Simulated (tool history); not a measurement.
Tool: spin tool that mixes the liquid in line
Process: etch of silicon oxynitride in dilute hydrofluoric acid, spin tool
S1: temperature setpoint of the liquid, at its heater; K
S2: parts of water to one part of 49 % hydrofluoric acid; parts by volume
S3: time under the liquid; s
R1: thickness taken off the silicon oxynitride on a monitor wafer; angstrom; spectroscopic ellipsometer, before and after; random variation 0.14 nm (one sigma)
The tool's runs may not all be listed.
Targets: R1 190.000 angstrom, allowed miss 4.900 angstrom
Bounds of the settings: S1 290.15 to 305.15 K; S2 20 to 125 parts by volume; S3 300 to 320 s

Run 1, day 0.000: S1 297.15 K, S2 70 parts by volume, S3 300 s. Result: R1 89.327 angstrom.
Run 2, day 0.292: S1 299.65 K, S2 60 parts by volume, S3 300 s. Result: R1 117.780 angstrom.
Run 3, day 0.521: S1 302.65 K, S2 60 parts by volume, S3 300 s. Result: R1 135.190 angstrom.
Run 4, day 0.629: S1 302.65 K, S2 75 parts by volume, S3 300 s. Result: R1 107.280 angstrom.
Run 5, day 1.000: S1 302.65 K, S2 75 parts by volume, S3 300 s. Result: R1 108.900 angstrom.
Run 6, day 1.196: S1 302.65 K, S2 100 parts by volume, S3 300 s. Result: R1 79.028 angstrom.
Run 7, day 1.567: S1 303.15 K, S2 80 parts by volume, S3 300 s. Result: R1 102.970 angstrom.
Run 8, day 1.771: S1 303.65 K, S2 70 parts by volume, S3 300 s. Result: R1 123.570 angstrom.
Run 9, day 1.812: S1 304.15 K, S2 60 parts by volume, S3 300 s. Result: R1 144.810 angstrom.
Run 10, day 1.933: S1 304.65 K, S2 55 parts by volume, S3 300 s. Result: R1 164.350 angstrom.

Which of these 5 next moves meets every target?
Run A, day 2.054: S1 303.65 K, S2 65 parts by volume, S3 300 s. Result: R1 ?.
Run B, day 2.054: S1 299.15 K, S2 45 parts by volume, S3 300 s. Result: R1 ?.
Run C, day 2.054: S1 304.65 K, S2 65 parts by volume, S3 315 s. Result: R1 ?.
Run D, day 2.054: S1 303.15 K, S2 60 parts by volume, S3 300 s. Result: R1 ?.
Run E, day 2.054: S1 305.15 K, S2 50 parts by volume, S3 310 s. Result: R1 ?.

move       R1
   A  131.380
   B  156.580
   C  144.390
   D  139.820
   E  192.150
A: further off than the last run
B: further off than the last run
C: further off than the last run
D: further off than the last run
E: meets every target
The right move is E.
